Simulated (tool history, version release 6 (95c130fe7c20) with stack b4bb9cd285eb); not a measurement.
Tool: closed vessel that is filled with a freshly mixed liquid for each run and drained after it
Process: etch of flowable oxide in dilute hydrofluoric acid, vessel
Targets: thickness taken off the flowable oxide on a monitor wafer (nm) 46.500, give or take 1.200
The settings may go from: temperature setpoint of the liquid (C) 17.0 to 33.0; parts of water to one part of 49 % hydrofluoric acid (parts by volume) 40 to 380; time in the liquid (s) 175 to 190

| run | hour | temperature setpoint of the liquid (C) | parts of water to one part of 49 % hydrofluoric acid (parts by volume) | time in the liquid (s) | thickness taken off the flowable oxide on a monitor wafer (nm) |
|---|---|---|---|---|---|
| 1 | 0.0 | 25.0 | 210 | 175 | 27.887 |
| 2 | 2.7 | 25.0 | 210 | 190 | 30.478 |
| 3 | 4.0 | 26.0 | 205 | 190 | 32.313 |
| 4 | 9.6 | 26.0 | 255 | 190 | 24.597 |
| 5 | 16.2 | 26.0 | 255 | 190 | 24.595 |
| 6 | 20.2 | 24.0 | 255 | 190 | 22.544 |
| 7 | 23.2 | 25.5 | 245 | 190 | 25.513 |
| 8 | 28.7 | 26.5 | 235 | 190 | 27.977 |
| 9 | 33.1 | 27.5 | 225 | 190 | 30.345 |
| 10 | 40.7 | 31.5 | 170 | 190 | 49.125 |
| 11 | 46.9 | 30.5 | 170 | 190 | 47.885 |

Next run, 5 choices. One meets every target within its allowed miss, the rest don't. Which?
| A | 53.1 | 25.0 | 140 | 190 | ? |
| B | 53.1 | 30.0 | 165 | 190 | ? |
| C | 53.1 | 29.5 | 150 | 175 | ? |
| D | 53.1 | 31.0 | 165 | 175 | ? |
| E | 53.1 | 33.0 | 175 | 190 | ? |

| move | thickness taken off the flowable oxide on a monitor wafer (nm) |
|---|---|
| A | 49.153 |
| B | 48.611 |
| C | 49.321 |
| D | 46.383 |
| E | 50.212 |
A: moves away from the targets compared with the last run
B: moves away from the targets compared with the last run
C: moves away from the targets compared with the last run
D: hits every target within its allowed miss
E: moves away from the targets compared with the last run
D meets every target.
